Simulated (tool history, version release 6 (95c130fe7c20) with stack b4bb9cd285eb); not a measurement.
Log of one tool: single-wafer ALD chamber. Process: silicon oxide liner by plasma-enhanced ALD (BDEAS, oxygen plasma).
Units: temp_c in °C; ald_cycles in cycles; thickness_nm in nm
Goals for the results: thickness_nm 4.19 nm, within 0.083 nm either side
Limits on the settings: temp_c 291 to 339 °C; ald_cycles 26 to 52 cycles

{"run": 1, "hour": 0.0, "temp_c": 315, "ald_cycles": 39, "thickness_nm": 3.4253}
{"run": 2, "hour": 6.5, "temp_c": 315, "ald_cycles": 40, "thickness_nm": 3.5633}
{"run": 3, "hour": 10.7, "temp_c": 315, "ald_cycles": 41, "thickness_nm": 3.5934}
{"run": 4, "hour": 15.0, "temp_c": 309, "ald_cycles": 41, "thickness_nm": 3.6323}
{"run": 5, "hour": 16.0, "temp_c": 317, "ald_cycles": 41, "thickness_nm": 3.6153}
{"run": 6, "hour": 19.0, "temp_c": 317, "ald_cycles": 36, "thickness_nm": 3.1631}
{"run": 7, "hour": 21.4, "temp_c": 317, "ald_cycles": 38, "thickness_nm": 3.3684}
{"run": 8, "hour": 26.9, "temp_c": 317, "ald_cycles": 38, "thickness_nm": 3.3586}
{"run": 9, "hour": 31.8, "temp_c": 317, "ald_cycles": 39, "thickness_nm": 3.4433}
{"run": 10, "hour": 40.1, "temp_c": 317, "ald_cycles": 40, "thickness_nm": 3.5088}
{"run": 11, "hour": 44.6, "temp_c": 317, "ald_cycles": 41, "thickness_nm": 3.5814}
{"run": 12, "hour": 48.1, "temp_c": 316, "ald_cycles": 42, "thickness_nm": 3.7164}

Pick the move, out of 5, that brings all results within their allowed miss; only one does.
{"run": "A", "hour": 51.6, "temp_c": 315, "ald_cycles": 50, "thickness_nm": "?"}
{"run": "B", "hour": 51.6, "temp_c": 311, "ald_cycles": 47, "thickness_nm": "?"}
{"run": "C", "hour": 51.6, "temp_c": 330, "ald_cycles": 46, "thickness_nm": "?"}
{"run": "D", "hour": 51.6, "temp_c": 313, "ald_cycles": 37, "thickness_nm": "?"}
{"run": "E", "hour": 51.6, "temp_c": 311, "ald_cycles": 49, "thickness_nm": "?"}

move=A thickness_nm=4.4298
move=B thickness_nm=4.185
move=C thickness_nm=3.9986
move=D thickness_nm=3.2863
move=E thickness_nm=4.3631
A: takes the biggest miss from the last run beyond its target
B: all results in spec
C: moves toward the targets from the last run without getting all of them in spec
D: the biggest miss grows against the last run
E: takes the biggest miss from the last run beyond its target
B meets every target.
